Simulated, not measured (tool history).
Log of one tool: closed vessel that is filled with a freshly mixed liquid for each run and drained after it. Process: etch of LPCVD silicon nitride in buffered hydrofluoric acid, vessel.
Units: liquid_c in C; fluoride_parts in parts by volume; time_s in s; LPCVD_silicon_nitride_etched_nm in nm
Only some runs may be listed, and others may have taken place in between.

run,hour,liquid_c,fluoride_parts,time_s,LPCVD_silicon_nitride_etched_nm
1,0.0,22,12.5,255,2.8098
2,8.0,21,12.5,255,2.6469
3,11.1,21,12.5,255,2.6802
4,15.1,20,12.5,255,2.5197
5,24.3,20,12.5,255,2.5192
6,29.3,20,10.0,255,3.1461

The next listed run, before its measurement:
7,36.3,19,10.5,255,?

{"run 7": {"LPCVD_silicon_nitride_etched_nm": 2.8134}}

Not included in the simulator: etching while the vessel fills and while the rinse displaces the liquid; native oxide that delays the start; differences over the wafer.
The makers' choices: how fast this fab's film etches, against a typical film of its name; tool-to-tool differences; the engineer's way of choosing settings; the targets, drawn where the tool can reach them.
